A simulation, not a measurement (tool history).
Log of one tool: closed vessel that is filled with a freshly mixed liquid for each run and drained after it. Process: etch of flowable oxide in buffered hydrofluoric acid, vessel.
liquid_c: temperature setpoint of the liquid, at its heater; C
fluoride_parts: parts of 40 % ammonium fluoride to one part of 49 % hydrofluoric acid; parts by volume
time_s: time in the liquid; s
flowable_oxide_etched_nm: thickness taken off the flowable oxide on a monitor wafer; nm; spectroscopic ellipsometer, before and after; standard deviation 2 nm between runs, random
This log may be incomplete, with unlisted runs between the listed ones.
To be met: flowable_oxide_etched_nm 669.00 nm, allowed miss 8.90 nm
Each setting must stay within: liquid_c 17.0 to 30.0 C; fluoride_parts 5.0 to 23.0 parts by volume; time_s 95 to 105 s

run 1 day=0.000 | liquid_c=22.0 fluoride_parts=14.0 time_s=95 | flowable_oxide_etched_nm=254.86
run 2 day=0.042 | liquid_c=20.5 fluoride_parts=14.0 time_s=95 | flowable_oxide_etched_nm=234.40
run 3 day=0.383 | liquid_c=20.5 fluoride_parts=16.0 time_s=95 | flowable_oxide_etched_nm=205.50
run 4 day=0.654 | liquid_c=21.5 fluoride_parts=15.0 time_s=95 | flowable_oxide_etched_nm=232.40
run 5 day=0.871 | liquid_c=21.5 fluoride_parts=17.5 time_s=95 | flowable_oxide_etched_nm=199.22
run 6 day=1.071 | liquid_c=22.5 fluoride_parts=16.0 time_s=95 | flowable_oxide_etched_nm=230.07
run 7 day=1.388 | liquid_c=23.5 fluoride_parts=14.5 time_s=95 | flowable_oxide_etched_nm=268.35
run 8 day=1.575 | liquid_c=24.5 fluoride_parts=13.5 time_s=95 | flowable_oxide_etched_nm=303.33
run 9 day=1.804 | liquid_c=25.0 fluoride_parts=12.5 time_s=95 | flowable_oxide_etched_nm=337.75
run 10 day=2.125 | liquid_c=29.0 fluoride_parts=8.0 time_s=95 | flowable_oxide_etched_nm=628.71

Which of these 4 next moves meets every target?
run A day=2.446 | liquid_c=28.5 fluoride_parts=8.5 time_s=105 | flowable_oxide_etched_nm=?
run B day=2.446 | liquid_c=30.0 fluoride_parts=9.5 time_s=105 | flowable_oxide_etched_nm=?
run C day=2.446 | liquid_c=27.5 fluoride_parts=8.0 time_s=95 | flowable_oxide_etched_nm=?
run D day=2.446 | liquid_c=28.0 fluoride_parts=7.5 time_s=100 | flowable_oxide_etched_nm=?

move=A flowable_oxide_etched_nm=632.09
move=B flowable_oxide_etched_nm=621.50
move=C flowable_oxide_etched_nm=579.12
move=D flowable_oxide_etched_nm=671.24
A: an improvement on the last run, though not all results are within tolerance
B: misses by more than the last run did
C: misses by more than the last run did
D: every result lands within tolerance
Correct choice: D, which meets every target
